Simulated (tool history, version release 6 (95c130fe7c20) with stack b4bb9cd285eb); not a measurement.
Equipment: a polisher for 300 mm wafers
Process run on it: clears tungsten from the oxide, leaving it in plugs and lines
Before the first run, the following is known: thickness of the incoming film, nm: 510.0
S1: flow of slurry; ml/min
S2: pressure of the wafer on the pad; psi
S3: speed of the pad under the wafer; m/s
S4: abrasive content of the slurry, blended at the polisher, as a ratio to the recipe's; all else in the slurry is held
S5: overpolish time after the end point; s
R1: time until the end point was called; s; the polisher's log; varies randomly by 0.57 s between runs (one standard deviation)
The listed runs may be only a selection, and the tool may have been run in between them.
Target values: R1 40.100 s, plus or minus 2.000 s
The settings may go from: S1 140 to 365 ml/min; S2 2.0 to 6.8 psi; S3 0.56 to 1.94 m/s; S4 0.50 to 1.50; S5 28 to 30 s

run	hour	S1	S2	S3	S4	S5	R1
1	0.0	235	4.4	1.24	1.00	28	64.300
2	2.8	235	4.4	1.24	0.85	28	68.156
3	11.7	235	4.4	1.24	0.85	30	65.344
4	15.1	200	4.4	1.24	0.85	30	64.999
5	18.0	200	5.1	1.26	0.85	30	57.980
6	24.5	200	5.6	1.32	0.85	30	48.314
7	29.6	200	5.9	1.32	0.85	30	47.157
8	34.2	200	6.2	1.32	0.85	30	45.527
9	39.1	200	6.4	1.34	0.85	30	43.328
10	40.8	200	6.5	1.34	0.85	30	42.576

Exercise: of the 5 proposed moves below, exactly one satisfies all targets within the stated allowed misses. Which move is it?
A	42.5	175	6.0	1.58	0.85	30	?
B	42.5	145	6.1	1.40	0.90	30	?
C	42.5	195	6.8	1.32	1.40	28	?
D	42.5	240	6.4	1.24	0.85	28	?
E	42.5	155	6.8	1.18	1.20	28	?

move	R1
A	40.452
B	45.853
C	36.990
D	45.873
E	44.676
A: each result inside its tolerance
B: further off than the last run
C: takes the biggest miss from the last run beyond its target
D: further off than the last run
E: further off than the last run
The move that meets every target is A.
